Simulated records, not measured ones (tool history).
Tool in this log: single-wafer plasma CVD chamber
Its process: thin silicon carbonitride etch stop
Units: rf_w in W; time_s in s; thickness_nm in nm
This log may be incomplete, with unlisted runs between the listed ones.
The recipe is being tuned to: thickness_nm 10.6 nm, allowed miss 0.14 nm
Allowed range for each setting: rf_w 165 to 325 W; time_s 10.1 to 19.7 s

run 1 hour=0 | rf_w=245 time_s=14.9 | thickness_nm=9.0429
run 2 hour=0.9 | rf_w=270 time_s=14.9 | thickness_nm=9.2661
run 3 hour=3.3 | rf_w=270 time_s=13.7 | thickness_nm=8.5074
run 4 hour=11.5 | rf_w=285 time_s=14.5 | thickness_nm=9.1396
run 5 hour=15.2 | rf_w=295 time_s=15 | thickness_nm=9.52
run 6 hour=16.5 | rf_w=325 time_s=15 | thickness_nm=9.8449
-- hour=19.3 RF generator calibrated
run 7 hour=19.3 | rf_w=325 time_s=15.3 | thickness_nm=10.19
run 8 hour=23.3 | rf_w=325 time_s=15.5 | thickness_nm=10.302
run 9 hour=25.1 | rf_w=325 time_s=15.6 | thickness_nm=10.328
run 10 hour=29 | rf_w=325 time_s=15.7 | thickness_nm=10.382
run 11 hour=35.6 | rf_w=325 time_s=15.7 | thickness_nm=10.366

5 candidate next runs follow, results not yet known. Just one meets every target within its allowed miss. Identify it.
run A hour=42.2 | rf_w=325 time_s=15.9 | thickness_nm=?
run B hour=42.2 | rf_w=325 time_s=15.2 | thickness_nm=?
run C hour=42.2 | rf_w=305 time_s=15.4 | thickness_nm=?
run D hour=42.2 | rf_w=295 time_s=16 | thickness_nm=?
run E hour=42.2 | rf_w=320 time_s=15.2 | thickness_nm=?

move=A thickness_nm=10.515
move=B thickness_nm=10.052
move=C thickness_nm=10.014
move=D thickness_nm=10.313
move=E thickness_nm=10.01
A: every result within its allowed miss
B: further off than the last run
C: further off than the last run
D: further off than the last run
E: further off than the last run
A is the move that brings every result within its allowed miss.
